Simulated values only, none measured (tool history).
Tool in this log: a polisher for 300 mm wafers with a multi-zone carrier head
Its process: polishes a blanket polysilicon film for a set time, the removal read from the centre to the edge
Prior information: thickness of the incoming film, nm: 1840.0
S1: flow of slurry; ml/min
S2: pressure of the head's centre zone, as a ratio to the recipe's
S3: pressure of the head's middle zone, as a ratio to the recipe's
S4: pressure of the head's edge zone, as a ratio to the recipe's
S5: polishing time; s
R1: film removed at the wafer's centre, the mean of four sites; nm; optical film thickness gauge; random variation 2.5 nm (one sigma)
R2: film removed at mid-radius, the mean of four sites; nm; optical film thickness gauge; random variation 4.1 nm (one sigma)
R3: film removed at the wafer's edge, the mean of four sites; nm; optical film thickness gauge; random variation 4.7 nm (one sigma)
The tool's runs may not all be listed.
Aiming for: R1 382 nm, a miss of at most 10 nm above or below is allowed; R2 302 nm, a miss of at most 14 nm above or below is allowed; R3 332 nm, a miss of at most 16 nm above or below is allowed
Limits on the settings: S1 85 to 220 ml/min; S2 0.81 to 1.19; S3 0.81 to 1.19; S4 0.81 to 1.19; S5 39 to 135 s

run  hour   S1    S2    S3    S4   S5      R1      R2      R3
  1     0  140     1     1     1   87  593.51  594.64   612.2
  2   2.5  140     1     1     1  104  708.34  709.06   731.2
  3  10.9  135  1.03  0.95  0.95   81     569  521.45  538.51
  4  12.6  125  1.03   0.9  0.93   69  474.55   426.7  460.54
  5  20.1  125  1.03   0.9   0.9   69  468.95  411.24  459.58
  6    23  130  1.06   0.9  0.88   60  429.83  373.31   384.1
  7  31.1  125  1.07  0.87  0.86   57  403.96  339.37  371.08
  8  34.9  110  1.15  0.88  0.81   48  351.76  276.45  288.03
  9    42  120  1.13  0.87  0.83   48  353.62  287.15  300.48
 10  45.4  120  1.13  0.87  0.83   48  353.69  282.66  296.15
 11  51.4  130  1.12  0.86  0.86   49  369.61  293.31   318.9

Next run, 4 choices. One meets every target within its allowed miss, the rest don't. Which?
  A  57.4  160  1.07  0.82  0.83  51   ?   ?   ?
  B  57.4  150  1.18  1.02  0.81  46   ?   ?   ?
  C  57.4  120  1.18  0.87  0.88  52   ?   ?   ?
  D  57.4  140  1.17  1.07  0.81  46   ?   ?   ?

move      R1      R2      R3
   A   387.2  299.76  331.96
   B  380.19  319.84  292.67
   C  404.33  300.12  331.23
   D  370.79  328.18  289.34
A: all results land within tolerance of their targets
B: meets the target for the result that was furthest off, but another lies outside its allowed miss
C: pushes the last run's worst result past its target
D: further off than the last run
The move that meets every target is A.
